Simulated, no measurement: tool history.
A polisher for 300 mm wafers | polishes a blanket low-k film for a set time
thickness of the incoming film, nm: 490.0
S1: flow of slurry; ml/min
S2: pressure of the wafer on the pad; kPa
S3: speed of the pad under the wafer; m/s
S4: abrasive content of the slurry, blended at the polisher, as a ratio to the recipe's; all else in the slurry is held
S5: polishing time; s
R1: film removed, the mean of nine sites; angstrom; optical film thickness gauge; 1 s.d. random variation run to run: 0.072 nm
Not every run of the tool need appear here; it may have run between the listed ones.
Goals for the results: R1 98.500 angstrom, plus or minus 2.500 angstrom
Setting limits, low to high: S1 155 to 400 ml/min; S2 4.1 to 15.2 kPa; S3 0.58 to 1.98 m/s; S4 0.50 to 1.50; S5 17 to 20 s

run  hour   S1    S2    S3    S4  S5      R1
  1   0.0  255   9.7  1.28  1.00  20  72.276
  2   4.1  255   8.3  1.28  1.00  20  61.808
  3   8.1  255   8.3  1.16  1.00  20  57.950
  4   9.0  255   9.0  1.16  1.00  20  62.043
  5  11.9  255   9.7  1.16  1.00  20  65.516
  6  20.6  290   9.7  1.16  1.00  20  66.524
  7  21.5  310  12.4  1.18  1.00  20  85.902
  8  23.0  310  13.1  1.18  1.00  20  90.224

5 next moves are on the table. One of them brings every result within its allowed miss. Which?
  A  24.5  400  15.2  1.14  1.20  18   ?
  B  24.5  330  13.8  1.24  1.10  18   ?
  C  24.5  300  13.1  0.96  1.10  20   ?
  D  24.5  330  14.5  1.26  1.15  19   ?
  E  24.5  400  14.5  1.12  0.85  18   ?

move       R1
   A   97.600
   B   91.506
   C   78.449
   D  104.020
   E   81.543
A: every result lands within tolerance
B: nearer the targets than the last run, but a result is still out of spec
C: further off than the last run
D: takes the result that was furthest off past its target
E: further off than the last run
A is the move that brings every result within its allowed miss.
